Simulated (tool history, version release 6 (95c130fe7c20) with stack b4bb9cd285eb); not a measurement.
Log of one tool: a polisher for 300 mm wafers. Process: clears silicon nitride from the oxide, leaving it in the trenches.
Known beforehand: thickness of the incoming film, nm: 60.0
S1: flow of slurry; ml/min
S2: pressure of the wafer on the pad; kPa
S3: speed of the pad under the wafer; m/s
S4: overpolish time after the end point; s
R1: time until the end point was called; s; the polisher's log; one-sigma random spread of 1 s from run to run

{"run": 1, "hour": 0.0, "S1": 285, "S2": 15.2, "S3": 0.8, "S4": 14, "R1": 123.64}
{"run": 2, "hour": 7.9, "S1": 285, "S2": 15.2, "S3": 0.8, "S4": 14, "R1": 122.33}
{"run": 3, "hour": 10.1, "S1": 285, "S2": 15.2, "S3": 0.94, "S4": 14, "R1": 104.67}
{"run": 4, "hour": 17.2, "S1": 285, "S2": 13.1, "S3": 0.94, "S4": 14, "R1": 117.57}
{"run": 5, "hour": 21.1, "S1": 235, "S2": 13.1, "S3": 0.94, "S4": 14, "R1": 116.34}
{"run": 6, "hour": 28.1, "S1": 235, "S2": 15.2, "S3": 0.94, "S4": 14, "R1": 107.53}
{"run": 7, "hour": 32.7, "S1": 235, "S2": 17.2, "S3": 0.96, "S4": 14, "R1": 94.822}

Predict the results of run 8:
{"run": 8, "hour": 40.0, "S1": 235, "S2": 21.4, "S3": 1.0, "S4": 14, "R1": "?"}

{"run 8": {"R1": 77.895}}
